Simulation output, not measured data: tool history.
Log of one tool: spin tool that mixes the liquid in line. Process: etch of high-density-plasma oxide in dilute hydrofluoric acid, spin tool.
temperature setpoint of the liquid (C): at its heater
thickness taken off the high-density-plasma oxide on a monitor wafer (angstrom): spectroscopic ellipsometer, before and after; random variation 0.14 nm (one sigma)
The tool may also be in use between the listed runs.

run  hour  temperature setpoint of the liquid (C)  parts of water to one part of 49 % hydrofluoric acid (parts by volume)  time under the liquid (s)  thickness taken off the high-density-plasma oxide on a monitor wafer (angstrom)
  1   0.0                                    21.0                                                                      55                        100                                                                           79.667
  2   3.3                                    21.0                                                                      35                        100                                                                          129.940
  3  10.1                                    21.5                                                                      35                        100                                                                          131.200
  4  13.7                                    22.0                                                                      35                        100                                                                          137.580
  5  19.2                                    22.0                                                                      50                        100                                                                           92.862
  6  20.3                                    24.0                                                                      50                        100                                                                          101.000
  7  22.7                                    25.0                                                                      50                        100                                                                          105.380
  8  26.9                                    26.0                                                                      50                        100                                                                          109.860
  9  31.1                                    26.5                                                                      50                        100                                                                          108.410

Run 10 comes next. What will it give?
 10  32.8                                    27.0                                                                      50                        100                                                                                ?

thickness taken off the high-density-plasma oxide on a monitor wafer (angstrom): 112.620
